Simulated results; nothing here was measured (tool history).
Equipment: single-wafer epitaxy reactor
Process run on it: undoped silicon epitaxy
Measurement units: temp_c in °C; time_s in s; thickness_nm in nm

Run 1, hour 0: temp_c 625 °C, time_s 404 s. Result: thickness_nm 42.833 nm.
Run 2, hour 2.8: temp_c 621 °C, time_s 404 s. Result: thickness_nm 39.022 nm.
Run 3, hour 5.5: temp_c 617 °C, time_s 397 s. Result: thickness_nm 35.085 nm.
Run 4, hour 14.5: temp_c 614 °C, time_s 391 s. Result: thickness_nm 32.541 nm.
Run 5, hour 21.8: temp_c 611 °C, time_s 384 s. Result: thickness_nm 29.528 nm.
Run 6, hour 25.7: temp_c 601 °C, time_s 384 s. Result: thickness_nm 23.665 nm.

Run 7 is up next; what results do you expect?
Run 7, hour 28.6: temp_c 601 °C, time_s 380 s. Result: thickness_nm ?.

Run 7 measured thickness_nm 23.489 nm.
